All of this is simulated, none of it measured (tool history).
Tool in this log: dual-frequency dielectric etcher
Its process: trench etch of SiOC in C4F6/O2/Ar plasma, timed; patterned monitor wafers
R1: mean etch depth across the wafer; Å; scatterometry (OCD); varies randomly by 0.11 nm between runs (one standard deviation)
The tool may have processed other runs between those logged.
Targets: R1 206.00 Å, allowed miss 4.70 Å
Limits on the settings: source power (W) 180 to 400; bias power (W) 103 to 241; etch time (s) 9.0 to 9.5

{"run": 1, "hour": 0.0, "source power (W)": 290, "bias power (W)": 172, "etch time (s)": 9.5, "R1": 175.6}
{"run": 2, "hour": 7.0, "source power (W)": 290, "bias power (W)": 149, "etch time (s)": 9.5, "R1": 165.1}
{"run": 3, "hour": 8.5, "source power (W)": 290, "bias power (W)": 133, "etch time (s)": 9.5, "R1": 160.65}
{"run": 4, "hour": 10.2, "source power (W)": 320, "bias power (W)": 150, "etch time (s)": 9.5, "R1": 171.21}
{"run": 5, "hour": 13.0, "source power (W)": 320, "bias power (W)": 150, "etch time (s)": 9.5, "R1": 171.04}
{"run": 6, "hour": 18.3, "source power (W)": 350, "bias power (W)": 150, "etch time (s)": 9.5, "R1": 176.45}
{"run": 7, "hour": 19.9, "source power (W)": 350, "bias power (W)": 150, "etch time (s)": 9.5, "R1": 176.98}
{"run": 8, "hour": 27.5, "source power (W)": 370, "bias power (W)": 164, "etch time (s)": 9.5, "R1": 184.95}
{"run": 9, "hour": 30.7, "source power (W)": 380, "bias power (W)": 176, "etch time (s)": 9.5, "R1": 191.6}
{"run": 10, "hour": 35.6, "source power (W)": 390, "bias power (W)": 184, "etch time (s)": 9.5, "R1": 197.32}
{"run": 11, "hour": 41.5, "source power (W)": 390, "bias power (W)": 184, "etch time (s)": 9.5, "R1": 196.89}

Exactly one of the 4 candidate moves below puts every result within its allowed miss. Which one?
{"run": "A", "hour": 47.4, "source power (W)": 400, "bias power (W)": 175, "etch time (s)": 9.5, "R1": "?"}
{"run": "B", "hour": 47.4, "source power (W)": 400, "bias power (W)": 186, "etch time (s)": 9.0, "R1": "?"}
{"run": "C", "hour": 47.4, "source power (W)": 400, "bias power (W)": 204, "etch time (s)": 9.5, "R1": "?"}
{"run": "D", "hour": 47.4, "source power (W)": 270, "bias power (W)": 239, "etch time (s)": 9.5, "R1": "?"}

move=A R1=194.27
move=B R1=187.89
move=C R1=204.74
move=D R1=190.47
A: further off than the last run
B: further off than the last run
C: every result lands within tolerance
D: further off than the last run
The move that meets every target is C.
